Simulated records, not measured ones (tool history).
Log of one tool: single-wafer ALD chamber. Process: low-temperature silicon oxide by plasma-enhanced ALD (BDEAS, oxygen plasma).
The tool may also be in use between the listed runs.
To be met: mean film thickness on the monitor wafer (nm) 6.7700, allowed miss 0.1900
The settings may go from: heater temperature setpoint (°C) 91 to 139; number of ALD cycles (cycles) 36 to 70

run,hour,heater temperature setpoint (°C),number of ALD cycles (cycles),mean film thickness on the monitor wafer (nm)
1,0.0,115,53,8.6554
2,2.4,115,52,8.5122
3,10.1,115,57,9.3184
4,19.2,115,55,9.0274
5,20.9,115,53,8.6398
6,29.4,115,57,9.3525
7,33.7,119,49,7.9775
8,35.0,119,48,7.7908
9,40.4,119,48,7.7943
10,41.9,119,47,7.7076
11,47.3,119,46,7.5019
12,56.0,119,45,7.3003
13,58.1,119,43,6.9738

Which of these 4 next moves meets every target?
A,60.2,114,38,?
B,60.2,122,38,?
C,60.2,109,41,?
D,60.2,122,46,?

move,mean film thickness on the monitor wafer (nm)
A,6.2460
B,6.1595
C,6.7974
D,7.4563
A: takes the result that was furthest off past its target
B: takes the result that was furthest off past its target
C: meets every target
D: further off than the last run
Move C is the one to make.
